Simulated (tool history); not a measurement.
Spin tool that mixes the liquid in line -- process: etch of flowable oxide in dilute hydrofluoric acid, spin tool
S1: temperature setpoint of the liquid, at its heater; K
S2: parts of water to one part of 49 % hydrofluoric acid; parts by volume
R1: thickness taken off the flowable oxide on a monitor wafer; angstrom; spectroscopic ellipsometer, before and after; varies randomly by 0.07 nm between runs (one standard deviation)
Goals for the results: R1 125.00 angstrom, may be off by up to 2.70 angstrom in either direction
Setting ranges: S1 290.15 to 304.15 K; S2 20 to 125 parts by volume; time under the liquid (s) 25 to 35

{"run": 1, "hour": 0.0, "S1": 296.15, "S2": 70, "time under the liquid (s)": 35, "R1": 153.5}
{"run": 2, "hour": 3.9, "S1": 295.65, "S2": 70, "time under the liquid (s)": 35, "R1": 148.91}
{"run": 3, "hour": 11.2, "S1": 297.15, "S2": 70, "time under the liquid (s)": 35, "R1": 157.94}
{"run": 4, "hour": 15.7, "S1": 297.15, "S2": 70, "time under the liquid (s)": 35, "R1": 159.06}
{"run": 5, "hour": 20.0, "S1": 296.15, "S2": 70, "time under the liquid (s)": 35, "R1": 152.6}
{"run": 6, "hour": 22.7, "S1": 295.65, "S2": 70, "time under the liquid (s)": 35, "R1": 149.92}
{"run": 7, "hour": 26.0, "S1": 295.15, "S2": 70, "time under the liquid (s)": 35, "R1": 146.61}
{"run": 8, "hour": 27.4, "S1": 294.65, "S2": 70, "time under the liquid (s)": 35, "R1": 142.99}

4 next moves are on the table. One of them brings every result within its allowed miss. Which?
{"run": "A", "hour": 28.8, "S1": 293.65, "S2": 60, "time under the liquid (s)": 35, "R1": "?"}
{"run": "B", "hour": 28.8, "S1": 296.65, "S2": 65, "time under the liquid (s)": 35, "R1": "?"}
{"run": "C", "hour": 28.8, "S1": 294.65, "S2": 80, "time under the liquid (s)": 35, "R1": "?"}
{"run": "D", "hour": 28.8, "S1": 295.65, "S2": 70, "time under the liquid (s)": 35, "R1": "?"}

move=A R1=161.31
move=B R1=167.57
move=C R1=123.13
move=D R1=148.42
A: misses by more than the last run did
B: misses by more than the last run did
C: each result inside its tolerance
D: misses by more than the last run did
C meets every target.
